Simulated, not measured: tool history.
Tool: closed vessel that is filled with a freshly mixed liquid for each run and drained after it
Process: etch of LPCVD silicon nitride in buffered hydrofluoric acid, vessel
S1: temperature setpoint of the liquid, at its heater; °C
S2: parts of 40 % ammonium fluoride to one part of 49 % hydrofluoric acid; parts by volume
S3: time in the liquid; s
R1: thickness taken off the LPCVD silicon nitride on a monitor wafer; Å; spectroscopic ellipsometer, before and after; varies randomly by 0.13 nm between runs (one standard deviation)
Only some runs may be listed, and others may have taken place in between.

run 1 day=0.000 | S1=21.0 S2=9.0 S3=770 | R1=97.348
run 2 day=0.154 | S1=22.5 S2=9.0 S3=770 | R1=105.940
run 3 day=0.350 | S1=22.5 S2=7.0 S3=770 | R1=140.030
run 4 day=0.412 | S1=23.0 S2=7.0 S3=770 | R1=142.300
run 5 day=0.738 | S1=23.0 S2=7.0 S3=830 | R1=154.890
run 6 day=0.938 | S1=21.0 S2=7.0 S3=830 | R1=138.760
run 7 day=1.300 | S1=21.5 S2=7.0 S3=830 | R1=141.790
run 8 day=1.629 | S1=22.0 S2=7.0 S3=830 | R1=146.080
run 9 day=1.667 | S1=22.5 S2=7.0 S3=830 | R1=150.620
run 10 day=1.929 | S1=23.0 S2=7.0 S3=830 | R1=154.140
run 11 day=2.088 | S1=23.5 S2=7.0 S3=830 | R1=158.020

What will run 12 give?
run 12 day=2.438 | S1=23.5 S2=7.0 S3=830 | R1=?

Run 12 came out at R1 156.360 Å.
